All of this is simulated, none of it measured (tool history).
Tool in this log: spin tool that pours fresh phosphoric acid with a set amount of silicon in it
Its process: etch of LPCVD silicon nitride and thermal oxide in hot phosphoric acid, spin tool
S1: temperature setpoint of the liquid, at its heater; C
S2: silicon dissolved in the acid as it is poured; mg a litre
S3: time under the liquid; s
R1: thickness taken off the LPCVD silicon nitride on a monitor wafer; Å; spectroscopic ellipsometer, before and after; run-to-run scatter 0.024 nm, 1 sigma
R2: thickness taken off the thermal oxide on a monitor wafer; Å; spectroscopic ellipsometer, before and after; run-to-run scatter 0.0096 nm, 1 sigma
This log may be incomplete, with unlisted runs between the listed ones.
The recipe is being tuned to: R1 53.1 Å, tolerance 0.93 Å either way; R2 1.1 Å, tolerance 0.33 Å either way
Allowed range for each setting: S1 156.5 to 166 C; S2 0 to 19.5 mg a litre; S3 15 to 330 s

{"run": 1, "day": 0.0, "S1": 161, "S2": 8.5, "S3": 170, "R1": 150.68, "R2": 4.1869}
{"run": 2, "day": 0.079, "S1": 161, "S2": 8.5, "S3": 105, "R1": 92.762, "R2": 2.474}
{"run": 3, "day": 0.112, "S1": 161, "S2": 8.5, "S3": 50, "R1": 44.494, "R2": 1.3378}
{"run": 4, "day": 0.325, "S1": 160, "S2": 8.5, "S3": 50, "R1": 43.325, "R2": 1.0475}
{"run": 5, "day": 0.517, "S1": 160, "S2": 11.5, "S3": 50, "R1": 43.11, "R2": 1.0965}
{"run": 6, "day": 0.754, "S1": 160, "S2": 10, "S3": 50, "R1": 43.133, "R2": 1.0251}
{"run": 7, "day": 1.062, "S1": 160, "S2": 9.5, "S3": 50, "R1": 43.162, "R2": 1.1615}
{"run": 8, "day": 1.288, "S1": 160.5, "S2": 11.5, "S3": 50, "R1": 43.779, "R2": 1.2007}
{"run": 9, "day": 1.533, "S1": 160.5, "S2": 9.5, "S3": 50, "R1": 43.828, "R2": 1.0963}
{"run": 10, "day": 1.608, "S1": 161, "S2": 7.5, "S3": 50, "R1": 44.522, "R2": 1.3307}
{"run": 11, "day": 1.746, "S1": 161, "S2": 10, "S3": 50, "R1": 44.4, "R2": 1.3958}
{"run": 12, "day": 1.838, "S1": 161, "S2": 8.5, "S3": 55, "R1": 48.842, "R2": 1.47}
{"run": 13, "day": 2.196, "S1": 161, "S2": 7, "S3": 55, "R1": 48.684, "R2": 1.3959}
{"run": 14, "day": 2.262, "S1": 161, "S2": 5.5, "S3": 55, "R1": 48.728, "R2": 1.4519}

Which of these 4 next moves meets every target?
{"run": "A", "day": 2.329, "S1": 157.5, "S2": 5, "S3": 70, "R1": "?", "R2": "?"}
{"run": "B", "day": 2.329, "S1": 163, "S2": 9, "S3": 60, "R1": "?", "R2": "?"}
{"run": "C", "day": 2.329, "S1": 156.5, "S2": 8, "S3": 70, "R1": "?", "R2": "?"}
{"run": "D", "day": 2.329, "S1": 158, "S2": 6, "S3": 70, "R1": "?", "R2": "?"}

move=A R1=55.193 R2=1.4743
move=B R1=56.895 R2=1.7467
move=C R1=53.345 R2=1.2855
move=D R1=56.138 R2=1.4999
A: takes the result that was furthest off past its target
B: takes the result that was furthest off past its target
C: hits every target within its allowed miss
D: takes the result that was furthest off past its target
Go with C: it meets all targets.

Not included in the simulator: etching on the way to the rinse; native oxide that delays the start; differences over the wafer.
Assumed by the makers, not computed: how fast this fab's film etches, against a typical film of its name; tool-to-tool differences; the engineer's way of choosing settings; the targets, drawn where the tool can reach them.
